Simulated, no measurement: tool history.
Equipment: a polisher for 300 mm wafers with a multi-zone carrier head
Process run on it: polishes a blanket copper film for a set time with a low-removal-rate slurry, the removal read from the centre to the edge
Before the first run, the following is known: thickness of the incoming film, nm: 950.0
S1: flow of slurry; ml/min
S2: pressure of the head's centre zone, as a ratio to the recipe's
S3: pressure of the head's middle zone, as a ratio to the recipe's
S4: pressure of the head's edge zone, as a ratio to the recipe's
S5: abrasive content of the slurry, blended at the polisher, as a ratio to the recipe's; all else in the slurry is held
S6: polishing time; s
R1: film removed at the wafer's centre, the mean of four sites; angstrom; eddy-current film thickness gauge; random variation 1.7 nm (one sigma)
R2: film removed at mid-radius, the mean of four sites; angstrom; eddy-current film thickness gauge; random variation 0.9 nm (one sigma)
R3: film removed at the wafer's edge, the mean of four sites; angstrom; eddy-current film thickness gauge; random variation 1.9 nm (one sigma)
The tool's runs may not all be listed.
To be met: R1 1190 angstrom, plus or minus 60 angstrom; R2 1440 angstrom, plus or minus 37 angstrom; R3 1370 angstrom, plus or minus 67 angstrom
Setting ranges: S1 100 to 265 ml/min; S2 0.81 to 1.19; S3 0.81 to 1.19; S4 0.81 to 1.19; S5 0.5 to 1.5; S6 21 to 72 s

run  hour   S1    S2    S3    S4    S5  S6      R1      R2      R3
  1     0  170     1     1     1     1  46  1689.4  1684.3    1702
  2   7.8  170  1.07     1     1     1  46  1808.6  1667.8  1692.1
  3  12.9  170  1.14     1     1     1  46  1891.7  1689.1  1683.9
  4  18.1  155  1.05  1.03  0.99  0.85  45  1586.3  1581.9  1569.3
  5  22.4  145     1  1.04  0.96   0.8  45  1502.1  1570.2  1519.4
  6  26.8  145     1  1.11  0.96   0.8  45  1512.8  1647.6  1493.7
  7    33  135  0.96  1.09  0.95  0.75  45  1407.2  1561.1  1497.5
  8  36.7  130  0.94   1.1  0.93   0.7  45  1317.9  1555.7  1397.3
  9  40.2  125  0.93  1.08  0.93   0.7  45  1279.8    1519  1419.3
 10  45.5  120  0.93  1.07  0.92   0.7  45  1304.3  1494.4  1381.6

Exactly one of the 5 candidate moves below puts every result within its allowed miss. Which one?
  A  50.8  130     1  1.13   0.9  0.75  44   ?   ?   ?
  B  50.8  145  0.89  1.09     1  0.65  42   ?   ?   ?
  C  50.8  165  0.93  0.95  1.19   0.5  46   ?   ?   ?
  D  50.8  100  0.89  1.01  1.12   0.5  50   ?   ?   ?
  E  50.8  105  1.04  1.02  0.87  0.75  45   ?   ?   ?

move      R1      R2      R3
   A  1396.7  1573.4  1428.9
   B    1183  1449.1  1403.3
   C  1317.9  1370.6  1595.8
   D  1179.8  1376.3  1541.2
   E  1382.9  1385.8  1385.1
A: further off than the last run
B: every result within its allowed miss
C: further off than the last run
D: corrects the largest miss of the last run, while another result sits out of spec
E: further off than the last run
Correct choice: B, which meets every target

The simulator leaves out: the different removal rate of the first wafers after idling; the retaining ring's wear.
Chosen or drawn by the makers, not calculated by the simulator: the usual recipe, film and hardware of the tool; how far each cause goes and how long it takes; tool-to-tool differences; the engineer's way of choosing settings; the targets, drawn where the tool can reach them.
